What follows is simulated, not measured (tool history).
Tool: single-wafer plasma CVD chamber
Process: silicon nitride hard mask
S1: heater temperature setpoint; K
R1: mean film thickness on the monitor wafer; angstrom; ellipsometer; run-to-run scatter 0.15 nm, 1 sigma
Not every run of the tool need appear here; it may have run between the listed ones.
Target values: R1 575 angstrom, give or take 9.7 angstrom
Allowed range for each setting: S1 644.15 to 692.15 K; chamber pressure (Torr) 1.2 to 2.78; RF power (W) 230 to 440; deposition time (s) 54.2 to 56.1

Run 1, day 0: S1 668.15 K, chamber pressure (Torr) 1.99, RF power (W) 335, deposition time (s) 54.2. Result: R1 700.23 angstrom.
Run 2, day 0.092: S1 668.15 K, chamber pressure (Torr) 1.82, RF power (W) 320, deposition time (s) 54.2. Result: R1 671.65 angstrom.
Run 3, day 0.183: S1 668.15 K, chamber pressure (Torr) 1.7, RF power (W) 305, deposition time (s) 54.2. Result: R1 642.18 angstrom.
Run 4, day 0.392: S1 672.15 K, chamber pressure (Torr) 1.7, RF power (W) 305, deposition time (s) 54.2. Result: R1 642.99 angstrom.
Run 5, day 0.654: S1 672.15 K, chamber pressure (Torr) 1.6, RF power (W) 295, deposition time (s) 54.2. Result: R1 622.26 angstrom.
Run 6, day 0.721: S1 672.15 K, chamber pressure (Torr) 1.52, RF power (W) 290, deposition time (s) 54.2. Result: R1 612.32 angstrom.
Run 7, day 0.875: S1 672.15 K, chamber pressure (Torr) 1.22, RF power (W) 270, deposition time (s) 54.2. Result: R1 558.95 angstrom.
Run 8, day 0.95: S1 672.15 K, chamber pressure (Torr) 1.26, RF power (W) 270, deposition time (s) 54.2. Result: R1 564.65 angstrom.

Pick the move, out of 4, that brings all results within their allowed miss; only one does.
Run A, day 1.025: S1 666.15 K, chamber pressure (Torr) 1.24, RF power (W) 255, deposition time (s) 54.7. Result: R1 ?.
Run B, day 1.025: S1 669.15 K, chamber pressure (Torr) 1.5, RF power (W) 260, deposition time (s) 55.1. Result: R1 ?.
Run C, day 1.025: S1 674.15 K, chamber pressure (Torr) 1.35, RF power (W) 275, deposition time (s) 55.5. Result: R1 ?.
Run D, day 1.025: S1 671.15 K, chamber pressure (Torr) 1.2, RF power (W) 265, deposition time (s) 54.2. Result: R1 ?.

move      R1
   A  548.52
   B  576.68
   C  590.49
   D  553.19
A: the biggest miss grows against the last run
B: all results in spec
C: carries the result that was furthest off beyond its target, to the other side
D: the biggest miss grows against the last run
Correct choice: B, which meets every target
